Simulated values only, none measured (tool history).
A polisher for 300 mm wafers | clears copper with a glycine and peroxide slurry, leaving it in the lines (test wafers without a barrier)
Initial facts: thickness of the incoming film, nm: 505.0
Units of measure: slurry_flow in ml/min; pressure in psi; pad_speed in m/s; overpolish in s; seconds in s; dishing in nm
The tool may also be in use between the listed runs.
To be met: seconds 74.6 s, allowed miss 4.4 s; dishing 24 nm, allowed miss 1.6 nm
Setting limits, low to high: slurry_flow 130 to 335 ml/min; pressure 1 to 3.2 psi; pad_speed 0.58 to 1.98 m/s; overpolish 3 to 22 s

run	hour	slurry_flow	pressure	pad_speed	overpolish	seconds	dishing
1	0	215	2.1	1.28	11	85.197	40.902
2	1.2	215	2.1	0.98	11	110.86	35.699
3	3.4	240	2.1	0.98	11	107.08	36.343
4	6	235	2.1	1.06	10	100.28	34.213
5	7.2	205	2.1	1.06	10	100.23	34.48
6	13.8	205	2.1	1.08	9	100.32	31.862
7	19.7	205	2.2	1.12	8	93.267	30.694
8	22.7	205	2.3	1.14	7	87.407	28.773
9	26.7	205	2.4	1.14	6	86.115	25.457
10	32.8	205	2.5	1.14	6	85.266	26.067
11	39.8	205	2.6	1.14	6	80.31	26.041

4 next moves are on the table. One of them brings every result within its allowed miss. Which?
A	46.8	305	2.3	1.34	6	?	?
B	46.8	200	2.6	1.24	6	?	?
C	46.8	225	2.6	1.2	5	?	?
D	46.8	215	2.5	1.28	6	?	?

move	seconds	dishing
A	74.221	28.601
B	74.414	28.65
C	75.548	24.098
D	74.304	28.648
A: the worst result of the last run now meets its target, but another is out of spec
B: the worst result of the last run now meets its target, but another is out of spec
C: every result within its allowed miss
D: the worst result of the last run now meets its target, but another is out of spec
The move that meets every target is C.
